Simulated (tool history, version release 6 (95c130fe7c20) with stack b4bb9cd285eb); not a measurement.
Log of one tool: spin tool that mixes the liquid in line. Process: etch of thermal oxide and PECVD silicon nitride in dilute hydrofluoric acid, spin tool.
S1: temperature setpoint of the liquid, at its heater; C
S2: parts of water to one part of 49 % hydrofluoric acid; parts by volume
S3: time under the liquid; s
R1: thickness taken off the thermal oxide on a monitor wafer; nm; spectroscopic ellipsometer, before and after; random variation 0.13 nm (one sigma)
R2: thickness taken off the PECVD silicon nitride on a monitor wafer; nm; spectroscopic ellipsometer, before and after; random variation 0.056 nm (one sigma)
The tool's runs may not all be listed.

| run | day | S1 | S2 | S3 | R1 | R2 |
|---|---|---|---|---|---|---|
| 1 | 0.000 | 25.0 | 140 | 180 | 6.4078 | 4.2864 |
| 2 | 0.067 | 27.0 | 140 | 180 | 6.7805 | 4.9044 |
| 3 | 0.400 | 26.5 | 125 | 180 | 7.6294 | 5.2510 |
| 4 | 0.429 | 26.5 | 125 | 105 | 4.5095 | 3.0822 |
| 5 | 0.688 | 25.0 | 125 | 105 | 4.2433 | 2.8149 |
|  | 0.938 | thermometer replaced |
| 6 | 0.938 | 25.0 | 105 | 105 | 4.8813 | 3.0089 |
| 7 | 1.096 | 25.0 | 95 | 115 | 5.9961 | 3.6967 |
| 8 | 1.283 | 25.0 | 85 | 120 | 7.1282 | 4.3020 |
| 9 | 1.442 | 25.0 | 75 | 120 | 8.0674 | 4.8166 |

Forecast run 10:
| 10 | 1.538 | 25.0 | 70 | 120 | ? | ? |

Run 10 gave R1 8.8928 nm, R2 5.0983 nm.

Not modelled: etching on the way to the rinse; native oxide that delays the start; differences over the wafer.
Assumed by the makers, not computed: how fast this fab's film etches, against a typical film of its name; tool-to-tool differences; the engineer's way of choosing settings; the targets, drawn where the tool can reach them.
